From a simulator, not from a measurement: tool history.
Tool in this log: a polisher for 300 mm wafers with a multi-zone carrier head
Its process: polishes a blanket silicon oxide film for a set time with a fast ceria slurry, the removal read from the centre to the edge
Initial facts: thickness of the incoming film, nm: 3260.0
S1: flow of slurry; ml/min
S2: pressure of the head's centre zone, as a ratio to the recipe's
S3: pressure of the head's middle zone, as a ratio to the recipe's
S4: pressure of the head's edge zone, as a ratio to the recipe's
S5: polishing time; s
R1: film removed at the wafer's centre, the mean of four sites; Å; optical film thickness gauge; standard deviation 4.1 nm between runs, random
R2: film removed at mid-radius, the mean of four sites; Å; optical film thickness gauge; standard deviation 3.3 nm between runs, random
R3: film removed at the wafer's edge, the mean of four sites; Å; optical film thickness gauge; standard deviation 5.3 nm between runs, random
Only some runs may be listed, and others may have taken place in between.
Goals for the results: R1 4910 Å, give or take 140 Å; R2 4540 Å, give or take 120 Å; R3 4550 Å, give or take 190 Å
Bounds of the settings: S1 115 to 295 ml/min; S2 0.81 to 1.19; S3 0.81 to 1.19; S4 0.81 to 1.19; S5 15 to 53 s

{"run": 1, "hour": 0.0, "S1": 190, "S2": 1, "S3": 1, "S4": 1, "S5": 34, "R1": 5539.2, "R2": 5670.9, "R3": 6095}
{"run": 2, "hour": 5.5, "S1": 190, "S2": 1.07, "S3": 1, "S4": 1, "S5": 34, "R1": 5822.1, "R2": 5546.7, "R3": 6027}
{"run": 3, "hour": 13.0, "S1": 185, "S2": 1.07, "S3": 1, "S4": 0.98, "S5": 33, "R1": 5729, "R2": 5467.7, "R3": 5738.1}
{"run": 4, "hour": 17.3, "S1": 180, "S2": 1.06, "S3": 0.99, "S4": 0.96, "S5": 32, "R1": 5539.1, "R2": 5100.9, "R3": 5416}
{"run": 5, "hour": 21.5, "S1": 175, "S2": 1.05, "S3": 0.99, "S4": 0.94, "S5": 32, "R1": 5511.8, "R2": 5147.3, "R3": 5400.8}
{"run": 6, "hour": 22.5, "S1": 175, "S2": 1.12, "S3": 0.99, "S4": 0.94, "S5": 32, "R1": 5697, "R2": 5121.7, "R3": 5445.2}
{"run": 7, "hour": 29.3, "S1": 170, "S2": 1.1, "S3": 0.99, "S4": 0.93, "S5": 32, "R1": 5571.5, "R2": 5100.1, "R3": 5562.7}
{"run": 8, "hour": 35.6, "S1": 180, "S2": 1.08, "S3": 0.98, "S4": 0.93, "S5": 31, "R1": 5346.9, "R2": 4995.4, "R3": 5213.3}
{"hour": 42.2, "done": "edge zone pressure recalibrated"}
{"run": 9, "hour": 42.2, "S1": 180, "S2": 1.08, "S3": 0.97, "S4": 0.92, "S5": 31, "R1": 5416.1, "R2": 4899.3, "R3": 5058.2}
{"run": 10, "hour": 45.5, "S1": 180, "S2": 1.07, "S3": 0.96, "S4": 0.91, "S5": 31, "R1": 5314.3, "R2": 4847.8, "R3": 4854.4}
{"run": 11, "hour": 50.0, "S1": 175, "S2": 1.06, "S3": 0.95, "S4": 0.91, "S5": 31, "R1": 5337.5, "R2": 4816.4, "R3": 4887.8}
{"run": 12, "hour": 54.1, "S1": 170, "S2": 1.05, "S3": 0.95, "S4": 0.91, "S5": 31, "R1": 5222.9, "R2": 4790.4, "R3": 4881.9}
{"run": 13, "hour": 58.6, "S1": 165, "S2": 1.04, "S3": 0.94, "S4": 0.91, "S5": 31, "R1": 5248.1, "R2": 4716.6, "R3": 5005.3}

Exercise: of the 4 proposed moves below, exactly one satisfies all targets within the stated allowed misses. Which move is it?
{"run": "A", "hour": 63.1, "S1": 115, "S2": 1.08, "S3": 0.82, "S4": 0.89, "S5": 32, "R1": "?", "R2": "?", "R3": "?"}
{"run": "B", "hour": 63.1, "S1": 160, "S2": 1.11, "S3": 0.97, "S4": 0.89, "S5": 31, "R1": "?", "R2": "?", "R3": "?"}
{"run": "C", "hour": 63.1, "S1": 145, "S2": 1.09, "S3": 0.98, "S4": 0.92, "S5": 29, "R1": "?", "R2": "?", "R3": "?"}
{"run": "D", "hour": 63.1, "S1": 115, "S2": 1.14, "S3": 0.86, "S4": 0.99, "S5": 32, "R1": "?", "R2": "?", "R3": "?"}

move=A R1=5104 R2=4187.8 R3=4942.1
move=B R1=5379 R2=4912.8 R3=4960.8
move=C R1=4871.7 R2=4568.7 R3=4658.2
move=D R1=5355.1 R2=4352.8 R3=5179.4
A: the biggest miss grows against the last run
B: the biggest miss grows against the last run
C: in spec on every target
D: the biggest miss grows against the last run
The move that meets every target is C.
